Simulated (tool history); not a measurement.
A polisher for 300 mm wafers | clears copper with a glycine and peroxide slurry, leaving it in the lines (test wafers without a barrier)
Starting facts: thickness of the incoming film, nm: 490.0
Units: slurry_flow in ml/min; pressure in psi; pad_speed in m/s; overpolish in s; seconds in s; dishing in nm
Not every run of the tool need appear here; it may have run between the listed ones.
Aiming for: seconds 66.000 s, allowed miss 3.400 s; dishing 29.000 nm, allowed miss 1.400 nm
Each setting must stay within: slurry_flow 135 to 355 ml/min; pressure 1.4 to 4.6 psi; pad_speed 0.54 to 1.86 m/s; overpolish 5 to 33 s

run	hour	slurry_flow	pressure	pad_speed	overpolish	seconds	dishing
1	0.0	225	3.0	1.18	17	70.229	62.414
2	1.3	225	3.0	1.18	13	70.725	51.283
3	2.4	225	3.0	1.18	9	71.603	37.591
4	7.7	255	3.0	1.18	9	70.321	39.006
5	16.4	255	3.6	1.18	9	61.803	42.783
6	21.6	255	3.9	1.18	9	59.396	45.243
7	23.7	290	3.3	1.26	8	60.927	38.846
8	25.8	300	3.1	1.28	7	62.458	34.175
9	30.5	305	3.0	1.28	7	64.796	33.146
10	38.5	310	2.9	1.28	7	64.510	32.911
11	41.5	315	2.8	1.28	7	67.497	32.510

Which of these 4 next moves meets every target?
A	44.5	275	2.9	1.38	8	?	?
B	44.5	355	3.0	1.32	8	?	?
C	44.5	330	3.1	1.22	6	?	?
D	44.5	355	2.5	1.28	9	?	?

move	seconds	dishing
A	61.511	38.796
B	61.320	38.964
C	64.676	29.179
D	70.064	38.287
A: moves away from the targets compared with the last run
B: moves away from the targets compared with the last run
C: each result inside its tolerance
D: moves away from the targets compared with the last run
Correct choice: C, which meets every target

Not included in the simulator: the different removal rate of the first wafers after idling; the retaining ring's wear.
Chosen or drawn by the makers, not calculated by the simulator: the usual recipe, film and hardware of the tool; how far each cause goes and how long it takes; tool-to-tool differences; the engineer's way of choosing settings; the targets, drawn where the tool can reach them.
